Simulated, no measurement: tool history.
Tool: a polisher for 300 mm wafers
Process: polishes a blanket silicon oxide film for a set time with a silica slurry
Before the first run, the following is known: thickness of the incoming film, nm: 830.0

run  hour  flow of slurry (ml/min)  pressure of the wafer on the pad (kPa)  speed of the pad under the wafer (m/s)  abrasive content of the slurry  polishing time (s)  film removed (angstrom)
  1   0.0                      290                                    23.4                                    1.50                             1.0                  27                  1026.10
  2   3.1                      290                                    23.4                                    1.64                             1.0                  27                  1075.90
  3   6.8                      290                                    21.4                                    1.64                             1.0                  27                  1005.20
  4  15.2                      250                                    21.4                                    1.64                             1.0                  27                   986.71
  5  24.0                      250                                    21.4                                    1.64                             1.0                  24                   879.62
  6  28.9                      250                                    21.4                                    1.94                             1.0                  24                   974.76
  7  33.0                      245                                    20.0                                    1.94                             1.0                  24                   912.38

For run 8, what comes out?
  8  38.0                      240                                    18.6                                    1.94                             1.0                  24                        ?

film removed (angstrom): 883.73
